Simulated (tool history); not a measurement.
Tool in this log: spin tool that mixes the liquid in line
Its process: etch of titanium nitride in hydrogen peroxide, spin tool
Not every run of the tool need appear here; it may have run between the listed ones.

run  hour  temperature setpoint of the liquid (K)  concentration of hydrogen peroxide in the mixed liquid (% by weight)  time under the liquid (s)  thickness taken off the titanium nitride on a monitor wafer (angstrom)
  1     0                                  325.15                                                                    16                         75                                                                  34.844
  2   5.1                                  325.15                                                                    16                         75                                                                  35.047
  3  13.6                                  324.65                                                                    16                         75                                                                  33.825
  4  17.3                                  331.65                                                                    16                         75                                                                  55.234
  5  20.5                                  330.65                                                                    16                         75                                                                  51.385
  6  23.8                                  329.65                                                                    16                         75                                                                  48.029

Run 7 has not been measured yet. What should we expect?
  7  24.9                                  328.65                                                                    16                         75                                                                       ?

thickness taken off the titanium nitride on a monitor wafer (angstrom): 45.053
